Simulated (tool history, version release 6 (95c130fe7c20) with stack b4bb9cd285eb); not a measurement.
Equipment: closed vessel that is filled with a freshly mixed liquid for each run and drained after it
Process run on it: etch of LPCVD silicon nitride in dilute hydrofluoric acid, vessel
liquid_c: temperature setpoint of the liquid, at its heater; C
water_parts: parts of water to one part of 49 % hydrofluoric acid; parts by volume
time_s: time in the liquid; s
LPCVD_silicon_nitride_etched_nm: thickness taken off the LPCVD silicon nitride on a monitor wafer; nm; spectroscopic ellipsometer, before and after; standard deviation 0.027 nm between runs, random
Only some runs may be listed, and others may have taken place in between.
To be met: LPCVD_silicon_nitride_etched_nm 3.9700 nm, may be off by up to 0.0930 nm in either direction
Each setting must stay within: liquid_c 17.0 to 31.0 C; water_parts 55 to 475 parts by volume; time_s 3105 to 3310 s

| run | hour | liquid_c | water_parts | time_s | LPCVD_silicon_nitride_etched_nm |
|---|---|---|---|---|---|
| 1 | 0.0 | 23.0 | 265 | 3105 | 5.3631 |
| 2 | 3.4 | 23.0 | 235 | 3105 | 6.0872 |
| 3 | 12.9 | 22.5 | 235 | 3105 | 5.8336 |
| 4 | 17.6 | 21.0 | 235 | 3105 | 5.2951 |
| 5 | 25.0 | 20.5 | 235 | 3105 | 5.2088 |
| 6 | 29.4 | 23.5 | 235 | 3105 | 6.2996 |
| 7 | 35.6 | 23.0 | 235 | 3105 | 6.0610 |
| 8 | 42.6 | 22.5 | 235 | 3105 | 5.8397 |
| 9 | 50.0 | 18.5 | 250 | 3105 | 4.1861 |
| 10 | 54.4 | 18.0 | 250 | 3105 | 4.1423 |

Below are 5 possible settings for the next run. Only one of them brings all results inside the allowed miss of their targets. Which is it?
| A | 58.8 | 19.5 | 275 | 3235 | ? |
| B | 58.8 | 18.0 | 270 | 3210 | ? |
| C | 58.8 | 17.5 | 245 | 3275 | ? |
| D | 58.8 | 20.5 | 300 | 3210 | ? |
| E | 58.8 | 18.5 | 280 | 3105 | ? |

| move | LPCVD_silicon_nitride_etched_nm |
|---|---|
| A | 4.3331 |
| B | 3.9704 |
| C | 4.3015 |
| D | 4.2129 |
| E | 3.8318 |
A: misses by more than the last run did
B: each result inside its tolerance
C: misses by more than the last run did
D: misses by more than the last run did
E: moves the result that the last run missed by most past its target, out the other side
Answer: B
